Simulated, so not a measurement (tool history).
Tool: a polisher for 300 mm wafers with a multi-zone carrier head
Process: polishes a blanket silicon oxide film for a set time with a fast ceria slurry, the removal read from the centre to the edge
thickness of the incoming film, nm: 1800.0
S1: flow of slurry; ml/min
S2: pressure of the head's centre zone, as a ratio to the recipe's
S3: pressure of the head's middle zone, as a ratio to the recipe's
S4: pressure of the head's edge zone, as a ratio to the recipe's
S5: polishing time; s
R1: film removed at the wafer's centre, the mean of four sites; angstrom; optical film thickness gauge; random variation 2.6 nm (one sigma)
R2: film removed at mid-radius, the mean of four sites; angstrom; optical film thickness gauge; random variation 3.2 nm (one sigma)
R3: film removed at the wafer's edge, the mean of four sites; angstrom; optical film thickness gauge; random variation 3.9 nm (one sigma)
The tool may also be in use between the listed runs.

run	day	S1	S2	S3	S4	S5	R1	R2	R3
1	0.000	165	1.00	1.00	1.00	47	4997.5	5003.0	5128.5
2	0.071	155	0.99	0.99	0.96	46	4797.5	4817.3	4966.3
3	0.438	155	0.99	0.95	0.96	46	4810.1	4701.6	4894.9
4	0.592	155	0.99	0.99	0.96	46	4838.9	4798.0	4893.9
5	0.708	155	0.99	0.93	0.96	46	4812.6	4540.9	4902.9
6	0.900	155	0.96	0.93	0.96	46	4650.8	4600.7	4867.8
7	1.017	150	0.95	0.94	0.92	45	4451.0	4427.9	4622.2
8	1.246	145	0.95	0.95	0.89	45	4464.0	4487.1	4490.9

Forecast run 9:
9	1.271	115	0.93	0.97	0.86	45	?	?	?

R1: 4134.9 angstrom
R2: 4328.8 angstrom
R3: 4290.0 angstrom
